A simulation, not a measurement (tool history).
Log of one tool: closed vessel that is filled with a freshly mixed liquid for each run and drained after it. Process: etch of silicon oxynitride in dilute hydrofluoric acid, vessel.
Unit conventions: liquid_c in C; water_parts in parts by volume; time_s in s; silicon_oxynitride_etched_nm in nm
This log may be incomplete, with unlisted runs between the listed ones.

run 1 hour=0.0 | liquid_c=26.0 water_parts=90 time_s=520 | silicon_oxynitride_etched_nm=12.975
run 2 hour=6.7 | liquid_c=27.0 water_parts=90 time_s=520 | silicon_oxynitride_etched_nm=13.737
run 3 hour=9.7 | liquid_c=25.0 water_parts=90 time_s=520 | silicon_oxynitride_etched_nm=12.380
run 4 hour=11.2 | liquid_c=25.0 water_parts=60 time_s=520 | silicon_oxynitride_etched_nm=19.215
run 5 hour=20.5 | liquid_c=22.5 water_parts=60 time_s=520 | silicon_oxynitride_etched_nm=17.057
run 6 hour=30.3 | liquid_c=21.5 water_parts=60 time_s=520 | silicon_oxynitride_etched_nm=16.199

The next listed run, before its measurement:
run 7 hour=36.9 | liquid_c=21.0 water_parts=60 time_s=520 | silicon_oxynitride_etched_nm=?

Run 7 came out at silicon_oxynitride_etched_nm 15.705 nm.
